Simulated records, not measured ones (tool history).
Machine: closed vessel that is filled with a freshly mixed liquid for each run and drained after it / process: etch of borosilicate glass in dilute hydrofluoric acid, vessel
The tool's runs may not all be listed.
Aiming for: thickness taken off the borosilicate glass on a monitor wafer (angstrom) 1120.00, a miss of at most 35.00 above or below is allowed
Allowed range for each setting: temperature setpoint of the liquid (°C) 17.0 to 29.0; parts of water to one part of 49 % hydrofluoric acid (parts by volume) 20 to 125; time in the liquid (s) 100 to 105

run	hour	temperature setpoint of the liquid (°C)	parts of water to one part of 49 % hydrofluoric acid (parts by volume)	time in the liquid (s)	thickness taken off the borosilicate glass on a monitor wafer (angstrom)
1	0.0	21.0	70	100	487.78
2	8.7	22.0	65	100	556.70
3	17.8	22.0	65	100	552.38
4	21.6	24.0	65	100	606.60
5	24.0	24.0	50	100	816.33
6	24.8	24.0	50	100	806.71
7	31.7	24.5	50	100	805.65
8	35.9	25.0	50	100	818.39
9	40.3	25.0	50	100	836.92
10	42.9	25.5	50	100	850.82
11	50.0	26.0	50	100	873.61
12	56.6	26.5	50	100	898.07
13	61.6	27.0	50	100	908.32
14	68.3	29.0	40	100	1252.60
15	71.2	28.0	40	100	1190.70
16	80.2	27.5	40	100	1179.00

Below are 5 possible settings for the next run. Only one of them brings all results inside the allowed miss of their targets. Which is it?
A	89.2	26.5	40	100	?
B	89.2	24.5	35	100	?
C	89.2	29.0	40	105	?
D	89.2	28.0	40	100	?
E	89.2	27.5	40	105	?

move	thickness taken off the borosilicate glass on a monitor wafer (angstrom)
A	1121.20
B	1188.50
C	1302.00
D	1191.30
E	1225.90
A: all results in spec
B: moves away from the targets compared with the last run
C: moves away from the targets compared with the last run
D: moves away from the targets compared with the last run
E: moves away from the targets compared with the last run
A meets every target.

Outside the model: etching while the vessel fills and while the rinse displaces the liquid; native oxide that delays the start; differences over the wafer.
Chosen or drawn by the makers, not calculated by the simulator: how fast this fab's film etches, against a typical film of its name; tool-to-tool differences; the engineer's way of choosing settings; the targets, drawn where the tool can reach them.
